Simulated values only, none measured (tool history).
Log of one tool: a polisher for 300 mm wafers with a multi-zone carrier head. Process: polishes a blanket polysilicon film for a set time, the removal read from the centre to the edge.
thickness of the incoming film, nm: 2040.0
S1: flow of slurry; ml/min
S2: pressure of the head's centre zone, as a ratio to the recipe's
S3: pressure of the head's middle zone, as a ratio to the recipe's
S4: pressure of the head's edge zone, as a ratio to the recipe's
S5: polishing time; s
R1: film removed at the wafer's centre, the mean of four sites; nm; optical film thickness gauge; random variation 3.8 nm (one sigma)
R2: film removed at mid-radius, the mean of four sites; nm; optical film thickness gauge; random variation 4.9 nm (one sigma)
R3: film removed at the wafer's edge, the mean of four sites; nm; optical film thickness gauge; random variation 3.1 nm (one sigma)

{"run": 1, "day": 0.0, "S1": 180, "S2": 1, "S3": 1, "S4": 1, "S5": 61, "R1": 288.08, "R2": 286.6, "R3": 279.54}
{"run": 2, "day": 0.229, "S1": 180, "S2": 1, "S3": 1, "S4": 1.03, "S5": 61, "R1": 287.7, "R2": 281.51, "R3": 281.05}
{"run": 3, "day": 0.575, "S1": 160, "S2": 1, "S3": 1, "S4": 1.03, "S5": 61, "R1": 280.64, "R2": 278.22, "R3": 283.3}
{"run": 4, "day": 0.704, "S1": 160, "S2": 1, "S3": 1, "S4": 0.96, "S5": 61, "R1": 272.06, "R2": 277.85, "R3": 273.26}
{"run": 5, "day": 0.938, "S1": 160, "S2": 1, "S3": 1, "S4": 1.02, "S5": 61, "R1": 281.25, "R2": 278.56, "R3": 277.8}
{"run": 6, "day": 1.083, "S1": 155, "S2": 0.95, "S3": 0.96, "S4": 1.06, "S5": 67, "R1": 289.75, "R2": 287.98, "R3": 312.58}
{"run": 7, "day": 1.162, "S1": 150, "S2": 0.93, "S3": 0.96, "S4": 1.09, "S5": 71, "R1": 299.17, "R2": 311.64, "R3": 338.31}
{"run": 8, "day": 1.529, "S1": 160, "S2": 0.92, "S3": 0.94, "S4": 1.12, "S5": 73, "R1": 308.61, "R2": 316.46, "R3": 355.34}

The next listed run, before its measurement:
{"run": 9, "day": 1.675, "S1": 170, "S2": 0.91, "S3": 0.93, "S4": 1.14, "S5": 75, "R1": "?", "R2": "?", "R3": "?"}

R1: 321.74 nm
R2: 327.12 nm
R3: 366.54 nm
